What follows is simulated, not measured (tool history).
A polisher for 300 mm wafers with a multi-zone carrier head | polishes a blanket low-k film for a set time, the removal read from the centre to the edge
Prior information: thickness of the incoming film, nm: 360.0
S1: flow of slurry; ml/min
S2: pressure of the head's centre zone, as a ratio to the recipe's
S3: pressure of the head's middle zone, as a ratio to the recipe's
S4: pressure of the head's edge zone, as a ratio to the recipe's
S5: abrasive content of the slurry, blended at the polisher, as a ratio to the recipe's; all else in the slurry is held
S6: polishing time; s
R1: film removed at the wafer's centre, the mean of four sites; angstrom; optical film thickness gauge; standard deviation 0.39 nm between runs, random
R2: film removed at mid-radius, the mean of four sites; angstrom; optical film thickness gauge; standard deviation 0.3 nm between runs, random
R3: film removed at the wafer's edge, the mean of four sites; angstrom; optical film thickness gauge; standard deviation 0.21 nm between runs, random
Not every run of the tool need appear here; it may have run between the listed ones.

| run | hour | S1 | S2 | S3 | S4 | S5 | S6 | R1 | R2 | R3 |
|---|---|---|---|---|---|---|---|---|---|---|
| 1 | 0 | 145 | 1 | 1 | 1 | 1 | 70 | 304.86 | 298.2 | 301.08 |
| 2 | 6.6 | 115 | 1 | 1 | 1 | 1 | 70 | 274.53 | 278.69 | 287.41 |
| 3 | 8.2 | 135 | 0.97 | 1.03 | 1.01 | 1 | 70 | 295.15 | 296.46 | 293.39 |
| 4 | 9.4 | 125 | 0.92 | 1.08 | 1.06 | 1.1 | 70 | 275.8 | 317.32 | 315.32 |
| 5 | 13 | 135 | 0.92 | 1.09 | 1.06 | 1.1 | 70 | 288.52 | 320.9 | 311.72 |
| 6 | 18.7 | 135 | 0.88 | 1.09 | 1.06 | 1.1 | 70 | 276.58 | 319.5 | 315.87 |

What will run 7 give?
| 7 | 19.8 | 140 | 0.88 | 1.11 | 1.06 | 1.1 | 70 | ? | ? | ? |

{"run 7": {"R1": 276.33, "R2": 328.89, "R3": 319.91}}
